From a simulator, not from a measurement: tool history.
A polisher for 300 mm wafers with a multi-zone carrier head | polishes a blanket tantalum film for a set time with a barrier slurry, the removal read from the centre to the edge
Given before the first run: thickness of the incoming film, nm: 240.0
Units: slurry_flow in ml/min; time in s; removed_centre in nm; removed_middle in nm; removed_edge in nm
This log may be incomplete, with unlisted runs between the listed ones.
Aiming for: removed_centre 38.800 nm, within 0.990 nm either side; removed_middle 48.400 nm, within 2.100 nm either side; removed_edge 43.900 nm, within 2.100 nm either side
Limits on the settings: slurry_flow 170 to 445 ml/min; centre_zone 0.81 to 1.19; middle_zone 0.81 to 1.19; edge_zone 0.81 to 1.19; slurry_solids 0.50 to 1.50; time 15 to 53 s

run    day  slurry_flow  centre_zone  middle_zone  edge_zone  slurry_solids  time  removed_centre  removed_middle  removed_edge
  1  0.000          285         1.00         1.00       1.00           1.00    34          51.911          51.923        49.994
  2  0.029          280         0.97         1.00       0.99           0.95    34          48.547          50.308        48.809
  3  0.283          280         0.97         1.00       0.99           0.80    34          44.682          46.511        43.374
  4  0.633          275         0.95         1.01       0.99           0.80    34          43.490          46.406        44.779
  5  0.917          275         0.95         1.01       0.99           0.80    40          51.040          54.400        51.917
  6  1.204          275         0.95         1.01       1.04           0.80    40          52.187          54.810        53.815
  7  1.375          275         0.93         1.01       1.01           0.75    40          47.995          52.980        50.851
  8  1.567          275         0.92         1.00       0.99           0.75    40          47.519          50.860        50.190
  9  1.629          275         0.91         1.01       0.97           0.75    40          47.120          53.242        49.029
 10  1.775          270         0.89         1.00       0.96           0.75    40          45.647          51.650        50.049
 11  1.958          270         0.88         1.00       0.95           0.75    40          45.653          51.860        48.308
 12  2.262          265         0.87         1.00       0.95           0.75    40          44.763          52.135        48.584
 13  2.608          235         0.81         0.99       0.87           0.55    40          30.437          36.661        33.530
 14  2.892          265         0.81         1.00       0.88           0.55    40          30.617          38.410        34.253
 15  2.950          275         0.82         1.01       0.91           0.55    40          31.068          38.656        36.026
 16  3.054          275         0.82         1.01       0.91           0.55    40          31.317          38.697        35.112
 17  3.400          280         0.84         1.03       0.94           0.55    40          32.127          39.490        36.448
 18  3.567          285         0.85         1.05       0.96           0.55    40          32.296          39.938        36.675
 19  3.762          305         0.93         1.15       1.06           0.80    41          51.947          62.312        54.865
 20  4.067          305         0.91         1.13       1.04           0.80    41          50.331          62.019        53.274
 21  4.354          300         0.90         1.11       1.02           0.80    41          50.824          61.308        54.934
 22  4.383          300         0.89         1.10       1.00           0.80    41          49.367          60.506        53.837
 23  4.662          300         0.88         1.09       0.98           0.80    41          49.486          59.501        53.011
 24  4.992          295         0.87         1.08       0.97           0.80    41          48.941          59.658        53.032
 25  5.054          295         0.86         1.07       0.96           0.80    41          48.290          58.559        53.130
 26  5.317          295         0.85         1.07       0.95           0.80    41          47.675          57.729        52.995

Pick the move, out of 4, that brings all results within their allowed miss; only one does.
  A  5.579          255         0.81         1.19       0.91           0.75    42               ?               ?             ?
  B  5.579          345         0.84         1.10       0.98           0.95    41               ?               ?             ?
  C  5.579          190         0.84         1.04       0.94           0.65    43               ?               ?             ?
  D  5.579          260         0.83         1.13       0.86           0.75    50               ?               ?             ?

move  removed_centre  removed_middle  removed_edge
   A          43.537          63.603        50.559
   B          52.262          68.907        60.006
   C          39.134          49.810        45.351
   D          53.246          72.822        58.814
A: moves toward the targets from the last run without getting all of them in spec
B: misses by more than the last run did
C: each result inside its tolerance
D: misses by more than the last run did
Go with C: it meets all targets.
